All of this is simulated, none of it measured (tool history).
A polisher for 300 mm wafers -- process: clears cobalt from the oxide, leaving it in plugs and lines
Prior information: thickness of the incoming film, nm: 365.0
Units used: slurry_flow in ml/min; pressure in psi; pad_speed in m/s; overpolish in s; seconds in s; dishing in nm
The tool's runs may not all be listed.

run	hour	slurry_flow	pressure	pad_speed	overpolish	seconds	dishing
1	0.0	205	1.4	1.08	26	104.690	46.376
2	4.0	200	1.3	1.02	23	119.760	40.250
3	10.5	200	1.3	1.02	18	121.370	35.855
4	18.0	200	1.6	1.02	18	99.692	40.004
5	21.0	185	1.4	1.00	16	113.240	34.640
6	21.9	185	1.4	0.82	16	132.030	31.422
7	27.1	175	1.3	0.76	15	153.890	27.299
8	30.1	165	1.3	0.72	14	162.360	23.976
9	36.0	125	1.3	0.48	8	226.120	11.367
10	43.9	130	1.3	0.48	8	223.350	11.373

Run 11 has not been measured yet. What should we expect?
11	45.8	135	1.5	0.48	17	?	?

Run 11 produced seconds 191.800 s, dishing 24.786 nm.

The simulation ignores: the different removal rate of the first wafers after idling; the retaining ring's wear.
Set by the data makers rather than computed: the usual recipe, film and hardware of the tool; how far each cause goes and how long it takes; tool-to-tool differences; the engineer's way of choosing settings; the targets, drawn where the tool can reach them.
